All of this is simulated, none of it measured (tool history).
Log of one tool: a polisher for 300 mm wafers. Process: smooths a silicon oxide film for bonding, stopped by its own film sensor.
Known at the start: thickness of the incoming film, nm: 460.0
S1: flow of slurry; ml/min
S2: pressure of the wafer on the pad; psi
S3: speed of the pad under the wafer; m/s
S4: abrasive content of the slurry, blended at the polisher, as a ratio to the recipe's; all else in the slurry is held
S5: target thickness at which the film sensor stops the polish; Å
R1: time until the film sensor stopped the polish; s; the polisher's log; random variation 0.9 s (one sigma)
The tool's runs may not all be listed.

run,day,S1,S2,S3,S4,S5,R1
1,0.000,230,2.1,0.70,1.0,4380,42.500
2,0.267,230,1.8,0.68,1.0,4380,50.281
3,0.383,230,1.6,0.68,1.0,4380,56.433
4,0.708,230,1.6,0.76,1.0,4380,51.393
5,1.004,230,1.4,0.76,1.0,4380,59.698
6,1.192,200,1.4,0.76,1.0,4380,59.820
7,1.475,200,1.3,0.76,1.0,4380,66.764

The next listed run, before its measurement:
8,1.638,195,1.3,0.76,1.0,4380,?

R1: 66.989 s
